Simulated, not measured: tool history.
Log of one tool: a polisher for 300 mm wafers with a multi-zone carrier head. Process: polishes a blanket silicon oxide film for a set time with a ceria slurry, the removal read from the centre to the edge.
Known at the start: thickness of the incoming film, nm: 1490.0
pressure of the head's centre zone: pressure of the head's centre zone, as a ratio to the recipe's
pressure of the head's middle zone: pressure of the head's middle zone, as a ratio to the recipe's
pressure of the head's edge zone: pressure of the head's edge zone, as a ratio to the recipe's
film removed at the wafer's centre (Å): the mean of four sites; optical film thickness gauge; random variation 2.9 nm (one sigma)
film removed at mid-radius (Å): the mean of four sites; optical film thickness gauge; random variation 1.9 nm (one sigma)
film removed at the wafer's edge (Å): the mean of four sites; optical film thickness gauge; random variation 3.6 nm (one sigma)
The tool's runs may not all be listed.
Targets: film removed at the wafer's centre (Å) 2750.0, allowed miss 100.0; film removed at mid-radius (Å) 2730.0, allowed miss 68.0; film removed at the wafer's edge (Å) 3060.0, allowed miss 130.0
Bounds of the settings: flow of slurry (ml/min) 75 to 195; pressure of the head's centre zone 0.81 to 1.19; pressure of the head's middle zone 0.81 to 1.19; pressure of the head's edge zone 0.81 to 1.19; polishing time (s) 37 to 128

run,day,flow of slurry (ml/min),pressure of the head's centre zone,pressure of the head's middle zone,pressure of the head's edge zone,polishing time (s),film removed at the wafer's centre (Å),film removed at mid-radius (Å),film removed at the wafer's edge (Å)
1,0.000,125,1.00,1.00,1.00,82,3782.8,3677.0,3784.1
2,0.229,115,0.96,0.95,0.96,79,3393.2,3387.2,3487.4
3,0.400,105,0.94,0.91,0.96,77,3183.1,3038.3,3396.7
4,0.708,105,0.94,0.91,0.92,77,3145.8,3048.6,3306.9
5,0.767,95,0.92,0.90,0.90,76,2965.2,2942.8,3163.3
6,0.833,95,0.85,0.90,0.90,76,2756.5,2906.0,3209.8
7,1.162,90,0.86,0.89,0.89,76,2774.6,2864.5,3211.1
8,1.196,80,0.88,0.87,0.83,74,2616.4,2617.0,2926.3

Which of these 4 next moves meets every target?
A,1.229,100,0.98,0.89,0.81,66,?,?,?
B,1.229,130,0.83,0.81,0.94,65,?,?,?
C,1.229,105,0.84,0.83,0.81,75,?,?,?
D,1.229,100,0.93,0.97,0.85,66,?,?,?

move,film removed at the wafer's centre (Å),film removed at mid-radius (Å),film removed at the wafer's edge (Å)
A,2803.3,2524.5,2707.9
B,2525.5,2464.5,2987.8
C,2769.4,2747.7,3107.1
D,2660.7,2713.1,2763.1
A: further off than the last run
B: further off than the last run
C: meets every target
D: brings the result that was furthest off to its target, and leaves another outside
The right move is C.

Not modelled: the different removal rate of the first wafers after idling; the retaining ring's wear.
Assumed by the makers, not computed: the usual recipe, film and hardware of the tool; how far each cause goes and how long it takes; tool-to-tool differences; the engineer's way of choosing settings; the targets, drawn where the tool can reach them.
